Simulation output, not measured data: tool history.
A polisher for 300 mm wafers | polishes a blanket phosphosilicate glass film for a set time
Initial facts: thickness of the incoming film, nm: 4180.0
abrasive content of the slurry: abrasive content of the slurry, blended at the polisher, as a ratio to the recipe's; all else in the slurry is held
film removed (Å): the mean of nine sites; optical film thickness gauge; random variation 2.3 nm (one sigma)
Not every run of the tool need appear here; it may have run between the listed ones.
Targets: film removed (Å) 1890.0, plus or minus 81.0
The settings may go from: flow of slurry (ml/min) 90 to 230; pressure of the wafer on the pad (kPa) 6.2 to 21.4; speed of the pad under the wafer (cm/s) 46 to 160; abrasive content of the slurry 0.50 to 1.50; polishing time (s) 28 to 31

run	day	flow of slurry (ml/min)	pressure of the wafer on the pad (kPa)	speed of the pad under the wafer (cm/s)	abrasive content of the slurry	polishing time (s)	film removed (Å)
1	0.000	150	13.8	102	1.00	31	1518.8
2	0.333	150	14.5	102	1.00	31	1549.7
3	0.625	150	14.5	92	1.00	31	1472.6
4	0.812	135	14.5	92	1.00	31	1457.9
5	1.112	135	12.4	92	1.00	31	1316.1
6	1.329	135	12.4	92	1.15	31	1379.7
7	1.442	135	13.8	94	1.15	31	1495.3
8	1.642	135	14.5	94	1.15	31	1555.4
9	1.767	135	15.2	94	1.15	31	1618.3
10	1.875	135	15.9	94	1.15	31	1634.5
11	1.912	135	16.5	94	1.15	31	1702.5
12	2.004	135	17.2	94	1.15	31	1783.5

Which of these 5 next moves meets every target?
A	2.096	145	19.3	102	1.30	31	?
B	2.096	135	20.0	64	1.25	31	?
C	2.096	150	16.5	108	1.00	29	?
D	2.096	105	19.3	98	1.20	31	?
E	2.096	140	18.6	114	1.10	31	?

move	film removed (Å)
A	2155.5
B	1706.2
C	1690.0
D	1896.0
E	2078.2
A: carries the result that was furthest off beyond its target, to the other side
B: lands further from the targets than the last run did
C: lands further from the targets than the last run did
D: all results in spec
E: carries the result that was furthest off beyond its target, to the other side
Answer: D
